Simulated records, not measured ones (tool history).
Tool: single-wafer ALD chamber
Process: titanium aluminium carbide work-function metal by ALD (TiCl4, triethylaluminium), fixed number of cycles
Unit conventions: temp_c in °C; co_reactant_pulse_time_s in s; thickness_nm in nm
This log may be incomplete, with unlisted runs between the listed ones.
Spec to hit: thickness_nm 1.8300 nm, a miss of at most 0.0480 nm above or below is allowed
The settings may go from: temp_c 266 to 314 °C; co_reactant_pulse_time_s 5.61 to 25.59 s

run 1 day=0.000 | temp_c=290 co_reactant_pulse_time_s=15.60 | thickness_nm=2.0473
run 2 day=0.333 | temp_c=283 co_reactant_pulse_time_s=15.08 | thickness_nm=1.9776
run 3 day=0.571 | temp_c=291 co_reactant_pulse_time_s=15.08 | thickness_nm=2.0400
run 4 day=0.833 | temp_c=297 co_reactant_pulse_time_s=15.08 | thickness_nm=2.0988
run 5 day=0.954 | temp_c=289 co_reactant_pulse_time_s=15.08 | thickness_nm=2.0190
run 6 day=1.071 | temp_c=283 co_reactant_pulse_time_s=14.19 | thickness_nm=1.9660
run 7 day=1.292 | temp_c=279 co_reactant_pulse_time_s=13.55 | thickness_nm=1.9421
run 8 day=1.583 | temp_c=275 co_reactant_pulse_time_s=12.80 | thickness_nm=1.9066

Pick the move, out of 4, that brings all results within their allowed miss; only one does.
run A day=1.875 | temp_c=296 co_reactant_pulse_time_s=17.05 | thickness_nm=?
run B day=1.875 | temp_c=280 co_reactant_pulse_time_s=8.57 | thickness_nm=?
run C day=1.875 | temp_c=280 co_reactant_pulse_time_s=18.60 | thickness_nm=?
run D day=1.875 | temp_c=283 co_reactant_pulse_time_s=12.88 | thickness_nm=?

move=A thickness_nm=2.0946
move=B thickness_nm=1.8424
move=C thickness_nm=1.9625
move=D thickness_nm=1.9654
A: further off than the last run
B: all results in spec
C: further off than the last run
D: further off than the last run
The right move is B.
